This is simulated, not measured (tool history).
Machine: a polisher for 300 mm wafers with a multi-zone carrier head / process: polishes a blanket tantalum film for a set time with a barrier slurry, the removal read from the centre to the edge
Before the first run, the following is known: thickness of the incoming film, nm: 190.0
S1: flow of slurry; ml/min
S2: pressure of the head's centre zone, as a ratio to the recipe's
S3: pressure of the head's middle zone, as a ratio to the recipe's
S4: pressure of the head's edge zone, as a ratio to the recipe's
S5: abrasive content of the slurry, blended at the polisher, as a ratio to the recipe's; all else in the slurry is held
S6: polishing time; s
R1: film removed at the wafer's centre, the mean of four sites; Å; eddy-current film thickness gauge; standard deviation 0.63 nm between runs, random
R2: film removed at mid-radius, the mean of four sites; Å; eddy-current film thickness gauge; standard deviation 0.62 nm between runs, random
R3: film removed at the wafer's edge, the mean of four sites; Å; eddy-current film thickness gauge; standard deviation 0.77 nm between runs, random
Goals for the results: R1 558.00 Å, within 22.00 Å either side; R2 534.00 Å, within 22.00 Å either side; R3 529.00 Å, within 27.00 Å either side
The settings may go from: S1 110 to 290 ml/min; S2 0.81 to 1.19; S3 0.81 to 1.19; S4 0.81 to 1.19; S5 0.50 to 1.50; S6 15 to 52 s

run 1 hour=0.0 | S1=185 S2=1.00 S3=1.00 S4=1.00 S5=1.00 S6=33 | R1=681.17 R2=674.49 R3=707.79
run 2 hour=3.6 | S1=185 S2=1.00 S3=1.00 S4=0.98 S5=0.95 S6=33 | R1=690.72 R2=653.49 R3=675.32
run 3 hour=4.4 | S1=185 S2=1.00 S3=0.92 S4=0.98 S5=0.95 S6=33 | R1=668.57 R2=626.90 R3=684.12
run 4 hour=6.2 | S1=185 S2=0.99 S3=0.92 S4=0.97 S5=0.90 S6=33 | R1=661.99 R2=624.46 R3=665.94
run 5 hour=8.5 | S1=185 S2=1.06 S3=0.92 S4=0.97 S5=0.90 S6=33 | R1=704.09 R2=619.13 R3=656.32
run 6 hour=9.8 | S1=180 S2=1.05 S3=0.92 S4=0.96 S5=0.85 S6=33 | R1=670.03 R2=617.13 R3=645.79
run 7 hour=15.4 | S1=180 S2=1.05 S3=0.91 S4=0.95 S5=0.80 S6=33 | R1=667.62 R2=587.23 R3=658.84
run 8 hour=19.5 | S1=180 S2=1.05 S3=0.93 S4=0.95 S5=0.80 S6=32 | R1=658.75 R2=586.91 R3=631.60
run 9 hour=27.5 | S1=180 S2=1.04 S3=0.94 S4=0.94 S5=0.80 S6=31 | R1=631.16 R2=571.11 R3=610.26
run 10 hour=33.1 | S1=180 S2=1.04 S3=0.95 S4=0.93 S5=0.80 S6=31 | R1=633.33 R2=574.80 R3=607.23
run 11 hour=35.8 | S1=180 S2=1.04 S3=0.96 S4=0.92 S5=0.80 S6=31 | R1=624.33 R2=580.59 R3=590.43
run 12 hour=37.1 | S1=175 S2=1.04 S3=0.96 S4=0.91 S5=0.80 S6=31 | R1=618.32 R2=573.68 R3=585.48
run 13 hour=40.6 | S1=170 S2=1.04 S3=0.96 S4=0.90 S5=0.80 S6=31 | R1=607.81 R2=579.70 R3=587.05
run 14 hour=42.4 | S1=170 S2=1.04 S3=0.96 S4=0.89 S5=0.80 S6=31 | R1=619.68 R2=570.35 R3=579.46
run 15 hour=48.8 | S1=165 S2=1.04 S3=0.96 S4=0.88 S5=0.80 S6=31 | R1=609.62 R2=568.24 R3=584.38
run 16 hour=54.2 | S1=165 S2=1.04 S3=0.96 S4=0.87 S5=0.80 S6=31 | R1=626.33 R2=579.79 R3=561.37
-- hour=58.1 worn pad replaced by a new one
run 17 hour=58.1 | S1=140 S2=0.97 S3=0.92 S4=0.85 S5=0.70 S6=31 | R1=590.25 R2=573.03 R3=597.92

Of the 4 settings listed for the next run, only one would bring every result within its allowed miss of target. Which one?
run A hour=62.0 | S1=145 S2=0.99 S3=0.92 S4=0.81 S5=0.75 S6=28 | R1=? R2=? R3=?
run B hour=62.0 | S1=150 S2=0.89 S3=0.93 S4=1.00 S5=0.75 S6=28 | R1=? R2=? R3=?
run C hour=62.0 | S1=200 S2=1.18 S3=1.12 S4=0.81 S5=1.00 S6=24 | R1=? R2=? R3=?
run D hour=62.0 | S1=160 S2=0.95 S3=0.85 S4=0.92 S5=0.65 S6=30 | R1=? R2=? R3=?

move=A R1=550.73 R2=532.05 R3=543.52
move=B R1=498.38 R2=538.91 R3=584.10
move=C R1=643.90 R2=578.03 R3=519.68
move=D R1=556.29 R2=535.84 R3=591.50
A: all results in spec
B: the biggest miss grows against the last run
C: puts the biggest miss on target and leaves a different result outside tolerance
D: gains on the last run, yet a result remains outside its allowed miss
A meets every target.
